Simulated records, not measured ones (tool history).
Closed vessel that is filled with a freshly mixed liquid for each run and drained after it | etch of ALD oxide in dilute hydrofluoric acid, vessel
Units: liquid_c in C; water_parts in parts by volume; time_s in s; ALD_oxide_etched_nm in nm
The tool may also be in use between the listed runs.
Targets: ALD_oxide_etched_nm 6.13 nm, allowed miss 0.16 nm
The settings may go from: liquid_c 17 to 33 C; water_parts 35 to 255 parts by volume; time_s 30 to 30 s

Run 1, hour 0: liquid_c 25 C, water_parts 145 parts by volume, time_s 30 s. Result: ALD_oxide_etched_nm 3.144 nm.
Run 2, hour 1.6: liquid_c 26 C, water_parts 140 parts by volume, time_s 30 s. Result: ALD_oxide_etched_nm 3.457 nm.
Run 3, hour 10.8: liquid_c 26.5 C, water_parts 135 parts by volume, time_s 30 s. Result: ALD_oxide_etched_nm 3.6238 nm.
Run 4, hour 17.6: liquid_c 29 C, water_parts 135 parts by volume, time_s 30 s. Result: ALD_oxide_etched_nm 3.9709 nm.
At hour 22.9: thermometer replaced.
Run 5, hour 22.9: liquid_c 29.5 C, water_parts 130 parts by volume, time_s 30 s. Result: ALD_oxide_etched_nm 4.5793 nm.
Run 6, hour 27.7: liquid_c 30 C, water_parts 130 parts by volume, time_s 30 s. Result: ALD_oxide_etched_nm 4.7309 nm.
Run 7, hour 29.4: liquid_c 30.5 C, water_parts 130 parts by volume, time_s 30 s. Result: ALD_oxide_etched_nm 4.8609 nm.
Run 8, hour 37.6: liquid_c 31 C, water_parts 130 parts by volume, time_s 30 s. Result: ALD_oxide_etched_nm 4.8201 nm.
Run 9, hour 41.2: liquid_c 32 C, water_parts 120 parts by volume, time_s 30 s. Result: ALD_oxide_etched_nm 5.5639 nm.

Which of these 5 next moves meets every target?
Run A, hour 44.8: liquid_c 33 C, water_parts 115 parts by volume, time_s 30 s. Result: ALD_oxide_etched_nm ?.
Run B, hour 44.8: liquid_c 30.5 C, water_parts 100 parts by volume, time_s 30 s. Result: ALD_oxide_etched_nm ?.
Run C, hour 44.8: liquid_c 27.5 C, water_parts 90 parts by volume, time_s 30 s. Result: ALD_oxide_etched_nm ?.
Run D, hour 44.8: liquid_c 29 C, water_parts 95 parts by volume, time_s 30 s. Result: ALD_oxide_etched_nm ?.
Run E, hour 44.8: liquid_c 33 C, water_parts 110 parts by volume, time_s 30 s. Result: ALD_oxide_etched_nm ?.

move  ALD_oxide_etched_nm
   A               6.1514
   B               6.5972
   C               6.6321
   D               6.6095
   E               6.4788
A: meets every target
B: takes the result that was furthest off past its target
C: takes the result that was furthest off past its target
D: takes the result that was furthest off past its target
E: takes the result that was furthest off past its target
Move A is the one to make.
